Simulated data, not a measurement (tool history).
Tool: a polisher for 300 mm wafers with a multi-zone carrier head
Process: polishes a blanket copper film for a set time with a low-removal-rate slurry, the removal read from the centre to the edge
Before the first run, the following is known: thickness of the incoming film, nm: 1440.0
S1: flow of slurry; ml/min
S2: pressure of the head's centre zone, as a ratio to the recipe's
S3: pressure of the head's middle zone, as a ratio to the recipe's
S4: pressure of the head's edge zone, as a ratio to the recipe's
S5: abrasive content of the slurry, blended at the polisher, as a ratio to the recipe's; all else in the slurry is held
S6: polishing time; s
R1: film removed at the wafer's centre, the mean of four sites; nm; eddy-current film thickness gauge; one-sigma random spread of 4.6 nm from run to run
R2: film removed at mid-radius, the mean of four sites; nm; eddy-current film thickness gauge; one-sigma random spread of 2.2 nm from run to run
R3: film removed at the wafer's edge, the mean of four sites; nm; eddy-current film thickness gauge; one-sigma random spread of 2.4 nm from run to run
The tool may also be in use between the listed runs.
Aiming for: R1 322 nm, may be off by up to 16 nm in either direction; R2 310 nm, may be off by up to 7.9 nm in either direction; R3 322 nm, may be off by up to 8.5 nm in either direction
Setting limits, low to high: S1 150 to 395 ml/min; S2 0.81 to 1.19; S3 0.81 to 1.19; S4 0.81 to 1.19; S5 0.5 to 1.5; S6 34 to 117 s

| run | hour | S1 | S2 | S3 | S4 | S5 | S6 | R1 | R2 | R3 |
|---|---|---|---|---|---|---|---|---|---|---|
| 1 | 0 | 250 | 1 | 1 | 1 | 1 | 75 | 234.14 | 236.7 | 238.91 |
| 2 | 5.9 | 255 | 1.01 | 1.01 | 1.02 | 1.05 | 76 | 235.37 | 243.32 | 247.18 |
| 3 | 13.1 | 260 | 1.03 | 1.01 | 1.02 | 1.1 | 77 | 250.92 | 252.5 | 258.18 |
| 4 | 14 | 265 | 1.05 | 1.02 | 1.03 | 1.15 | 77 | 259.43 | 256.6 | 255.92 |
| 5 | 20.2 | 270 | 1.05 | 1.02 | 1.04 | 1.2 | 78 | 273.06 | 265.34 | 264.52 |
| 6 | 26.9 | 270 | 1.05 | 0.97 | 1.04 | 1.2 | 78 | 261.64 | 252.32 | 265.91 |
| 7 | 30.1 | 275 | 1.05 | 0.98 | 1.05 | 1.25 | 79 | 266.18 | 259.4 | 276.69 |
| 8 | 34.5 | 280 | 1.06 | 0.99 | 1.06 | 1.3 | 79 | 272.83 | 264.1 | 278.19 |
| 9 | 40 | 285 | 1.07 | 1 | 1.07 | 1.3 | 80 | 280.15 | 272.63 | 284.79 |
| 10 | 47.9 | 290 | 1.08 | 1.01 | 1.08 | 1.3 | 80 | 281.1 | 277.02 | 287.17 |
| 11 | 55.7 | 295 | 1.09 | 1.01 | 1.09 | 1.3 | 80 | 289.34 | 273.71 | 286.33 |
| 12 | 63.3 | 300 | 1.09 | 1.02 | 1.1 | 1.3 | 80 | 288.23 | 276.08 | 286.96 |
| 13 | 68.9 | 300 | 1.09 | 1.02 | 1.11 | 1.3 | 80 | 287.55 | 279.79 | 291.27 |
| 14 | 76.3 | 300 | 1.1 | 1.02 | 1.12 | 1.3 | 80 | 293.85 | 276.54 | 289.62 |
| 15 | 83 | 305 | 1.1 | 1.02 | 1.13 | 1.3 | 80 | 295.07 | 275.89 | 294.55 |
| 16 | 86 | 310 | 1.1 | 1.03 | 1.14 | 1.3 | 80 | 294.13 | 282.63 | 290.64 |
| 17 | 86.9 | 310 | 1.11 | 1.04 | 1.15 | 1.4 | 82 | 311.49 | 294.1 | 308.97 |
| 18 | 90.8 | 315 | 1.11 | 1.04 | 1.15 | 1.4 | 82 | 314.98 | 295.6 | 309.4 |
| 19 | 99.6 | 320 | 1.11 | 1.04 | 1.15 | 1.4 | 82 | 309.21 | 297.15 | 306.5 |

Consider the 5 candidate settings below. Which is the only one whose results all fall within their allowed miss of target?
| A | 108.4 | 315 | 1.08 | 1.02 | 1.1 | 1.5 | 86 | ? | ? | ? |
| B | 108.4 | 395 | 0.98 | 1.07 | 1.07 | 1.5 | 82 | ? | ? | ? |
| C | 108.4 | 320 | 1.11 | 1.05 | 1.16 | 1.5 | 74 | ? | ? | ? |
| D | 108.4 | 335 | 1.19 | 1.13 | 1.13 | 1.45 | 75 | ? | ? | ? |
| E | 108.4 | 385 | 1.08 | 1.15 | 1.04 | 1.5 | 78 | ? | ? | ? |

| move | R1 | R2 | R3 |
|---|---|---|---|
| A | 320.23 | 311.85 | 321.71 |
| B | 281.8 | 314.35 | 306.16 |
| C | 283.53 | 275.24 | 283.66 |
| D | 306.33 | 295.12 | 281.86 |
| E | 294.85 | 317.43 | 286.98 |
A: in spec on every target
B: its largest miss is bigger than the last run's
C: its largest miss is bigger than the last run's
D: its largest miss is bigger than the last run's
E: its largest miss is bigger than the last run's
Go with A: it meets all targets.

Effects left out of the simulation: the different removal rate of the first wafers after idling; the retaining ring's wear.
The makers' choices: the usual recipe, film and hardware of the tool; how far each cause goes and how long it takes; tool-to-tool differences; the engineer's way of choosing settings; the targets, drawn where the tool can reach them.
